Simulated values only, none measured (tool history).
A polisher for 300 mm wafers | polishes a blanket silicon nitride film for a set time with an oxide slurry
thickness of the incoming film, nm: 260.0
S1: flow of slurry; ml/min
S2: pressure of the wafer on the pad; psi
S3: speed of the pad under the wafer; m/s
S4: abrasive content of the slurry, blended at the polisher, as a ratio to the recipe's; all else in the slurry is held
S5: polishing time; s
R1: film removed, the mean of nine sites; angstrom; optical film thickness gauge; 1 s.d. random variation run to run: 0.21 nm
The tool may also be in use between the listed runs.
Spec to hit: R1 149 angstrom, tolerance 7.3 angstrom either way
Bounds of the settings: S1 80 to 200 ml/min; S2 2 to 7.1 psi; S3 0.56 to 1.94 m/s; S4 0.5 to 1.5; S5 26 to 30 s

{"run": 1, "day": 0.0, "S1": 130, "S2": 4.5, "S3": 1.24, "S4": 1, "S5": 30, "R1": 274.44}
{"run": 2, "day": 0.138, "S1": 130, "S2": 3.7, "S3": 1.24, "S4": 1, "S5": 30, "R1": 235.34}
{"run": 3, "day": 0.317, "S1": 130, "S2": 3.7, "S3": 1.24, "S4": 1, "S5": 26, "R1": 200.36}
{"run": 4, "day": 0.408, "S1": 130, "S2": 3.4, "S3": 1.24, "S4": 1, "S5": 26, "R1": 184.67}
{"run": 5, "day": 0.658, "S1": 130, "S2": 3.2, "S3": 1.24, "S4": 1, "S5": 26, "R1": 176.04}
{"run": 6, "day": 0.754, "S1": 130, "S2": 3.1, "S3": 1.24, "S4": 1, "S5": 26, "R1": 173.98}
{"run": 7, "day": 1.0, "S1": 130, "S2": 3, "S3": 1.24, "S4": 1, "S5": 26, "R1": 161.86}
{"run": 8, "day": 1.021, "S1": 130, "S2": 2.9, "S3": 1.24, "S4": 1, "S5": 26, "R1": 160.96}
{"run": 9, "day": 1.15, "S1": 130, "S2": 2.8, "S3": 1.24, "S4": 1, "S5": 26, "R1": 157.15}

Exercise: of the 5 proposed moves below, exactly one satisfies all targets within the stated allowed misses. Which move is it?
{"run": "A", "day": 1.279, "S1": 115, "S2": 2, "S3": 1.74, "S4": 1.15, "S5": 27, "R1": "?"}
{"run": "B", "day": 1.279, "S1": 115, "S2": 3, "S3": 1.1, "S4": 1.05, "S5": 26, "R1": "?"}
{"run": "C", "day": 1.279, "S1": 110, "S2": 3.3, "S3": 1.16, "S4": 0.75, "S5": 30, "R1": "?"}
{"run": "D", "day": 1.279, "S1": 125, "S2": 3.2, "S3": 1.18, "S4": 1.05, "S5": 26, "R1": "?"}
{"run": "E", "day": 1.279, "S1": 150, "S2": 3.6, "S3": 1.08, "S4": 0.8, "S5": 29, "R1": "?"}

move=A R1=164.43
move=B R1=150.72
move=C R1=167.84
move=D R1=171.47
move=E R1=181.81
A: lands further from the targets than the last run did
B: in spec on every target
C: lands further from the targets than the last run did
D: lands further from the targets than the last run did
E: lands further from the targets than the last run did
The right move is B.
